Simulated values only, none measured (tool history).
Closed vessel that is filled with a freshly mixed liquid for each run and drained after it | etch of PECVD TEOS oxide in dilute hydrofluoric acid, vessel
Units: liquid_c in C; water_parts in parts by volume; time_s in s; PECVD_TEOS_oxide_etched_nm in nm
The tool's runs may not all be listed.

| run | hour | liquid_c | water_parts | time_s | PECVD_TEOS_oxide_etched_nm |
|---|---|---|---|---|---|
| 1 | 0 | 25 | 275 | 1510 | 99.707 |
| 2 | 7.2 | 25 | 210 | 1510 | 137.75 |
| 3 | 13.9 | 28.5 | 210 | 1510 | 159.48 |
| 4 | 16.6 | 28.5 | 210 | 1620 | 168.94 |
| 5 | 22.4 | 31 | 210 | 1620 | 184.82 |
| 6 | 27.4 | 31 | 115 | 1620 | 379.68 |
| 7 | 31.9 | 27 | 225 | 1615 | 143.89 |
| 8 | 38.7 | 24.5 | 245 | 1615 | 119.07 |
| 9 | 47.2 | 22.5 | 265 | 1615 | 101.65 |
| 10 | 55.7 | 21 | 285 | 1615 | 87.552 |
| 11 | 61 | 20 | 300 | 1615 | 78.62 |

Run 12 comes next. What will it give?
| 12 | 69.9 | 19.5 | 310 | 1615 | ? |

Run 12 gave PECVD_TEOS_oxide_etched_nm 74.769 nm.
